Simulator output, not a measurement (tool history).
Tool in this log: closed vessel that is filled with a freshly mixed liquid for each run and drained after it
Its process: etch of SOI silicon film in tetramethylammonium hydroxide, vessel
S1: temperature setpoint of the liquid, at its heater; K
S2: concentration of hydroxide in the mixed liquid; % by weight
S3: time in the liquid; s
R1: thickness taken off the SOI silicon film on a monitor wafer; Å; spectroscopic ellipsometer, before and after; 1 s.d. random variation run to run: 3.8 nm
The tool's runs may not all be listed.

Run 1, day 0.000: S1 342.15 K, S2 9.5 % by weight, S3 100 s. Result: R1 6561.2 Å.
Run 2, day 0.067: S1 342.15 K, S2 9.5 % by weight, S3 105 s. Result: R1 6895.7 Å.
Run 3, day 0.125: S1 343.15 K, S2 9.5 % by weight, S3 105 s. Result: R1 7264.5 Å.
Run 4, day 0.246: S1 343.15 K, S2 9.5 % by weight, S3 100 s. Result: R1 6911.3 Å.
Run 5, day 0.325: S1 344.15 K, S2 9.5 % by weight, S3 100 s. Result: R1 7365.2 Å.
Run 6, day 0.396: S1 345.15 K, S2 9.5 % by weight, S3 100 s. Result: R1 7801.0 Å.
Run 7, day 0.562: S1 345.65 K, S2 9.5 % by weight, S3 100 s. Result: R1 8035.0 Å.
Run 8, day 0.854: S1 345.65 K, S2 9.5 % by weight, S3 100 s. Result: R1 8011.2 Å.
Run 9, day 1.146: S1 346.15 K, S2 9.5 % by weight, S3 100 s. Result: R1 8308.3 Å.
Run 10, day 1.296: S1 346.65 K, S2 9.5 % by weight, S3 100 s. Result: R1 8512.6 Å.
Run 11, day 1.612: S1 346.65 K, S2 9.5 % by weight, S3 100 s. Result: R1 8459.4 Å.
Run 12, day 1.846: S1 346.65 K, S2 9.5 % by weight, S3 100 s. Result: R1 8499.6 Å.
Run 13, day 1.983: S1 347.15 K, S2 9.5 % by weight, S3 100 s. Result: R1 8706.2 Å.

What does the tool deliver on the next run?
Run 14, day 2.288: S1 347.65 K, S2 9.5 % by weight, S3 100 s. Result: R1 ?.

{"run 14": {"R1": 9006.9}}

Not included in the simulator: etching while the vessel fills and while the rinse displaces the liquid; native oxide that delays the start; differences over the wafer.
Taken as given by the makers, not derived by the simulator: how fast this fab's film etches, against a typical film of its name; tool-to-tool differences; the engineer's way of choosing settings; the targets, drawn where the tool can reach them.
